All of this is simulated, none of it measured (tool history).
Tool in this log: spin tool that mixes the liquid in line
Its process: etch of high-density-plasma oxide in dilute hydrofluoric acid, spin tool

run,hour,temperature setpoint of the liquid (°C),parts of water to one part of 49 % hydrofluoric acid (parts by volume),time under the liquid (s),thickness taken off the high-density-plasma oxide on a monitor wafer (Å)
1,0.0,24.0,165,45,30.218
2,5.4,24.0,135,45,38.832
3,6.7,21.5,135,45,34.885
4,10.1,20.5,150,45,29.655
5,17.2,19.5,160,45,26.556
6,24.0,17.0,160,45,23.950

What does the tool deliver on the next run?
7,26.5,17.0,165,45,?

{"run 7": {"thickness taken off the high-density-plasma oxide on a monitor wafer (Å)": 23.29}}
